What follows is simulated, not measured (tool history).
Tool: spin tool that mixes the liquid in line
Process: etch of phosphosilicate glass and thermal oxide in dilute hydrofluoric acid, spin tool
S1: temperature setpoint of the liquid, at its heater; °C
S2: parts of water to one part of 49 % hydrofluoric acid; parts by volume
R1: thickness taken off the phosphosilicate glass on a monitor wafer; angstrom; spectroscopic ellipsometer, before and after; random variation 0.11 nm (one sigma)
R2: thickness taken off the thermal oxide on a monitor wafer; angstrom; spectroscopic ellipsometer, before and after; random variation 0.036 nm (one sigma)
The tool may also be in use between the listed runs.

Run 1, day 0: S1 20 °C, S2 125 parts by volume, time under the liquid (s) 30. Result: R1 209.19 angstrom, R2 10.056 angstrom.
Run 2, day 0.083: S1 19.5 °C, S2 125 parts by volume, time under the liquid (s) 30. Result: R1 205.86 angstrom, R2 10.248 angstrom.
Run 3, day 0.175: S1 17.5 °C, S2 125 parts by volume, time under the liquid (s) 30. Result: R1 189.79 angstrom, R2 9.1901 angstrom.
Run 4, day 0.362: S1 17.5 °C, S2 95 parts by volume, time under the liquid (s) 30. Result: R1 258.84 angstrom, R2 13.257 angstrom.
Run 5, day 0.408: S1 17.5 °C, S2 100 parts by volume, time under the liquid (s) 30. Result: R1 241.88 angstrom, R2 11.999 angstrom.
Run 6, day 0.558: S1 17.5 °C, S2 105 parts by volume, time under the liquid (s) 30. Result: R1 228.84 angstrom, R2 10.447 angstrom.

Forecast run 7:
Run 7, day 0.8: S1 17.5 °C, S2 110 parts by volume, time under the liquid (s) 30. Result: R1 ?, R2 ?.

Run 7 gave R1 217.71 angstrom, R2 10.744 angstrom.
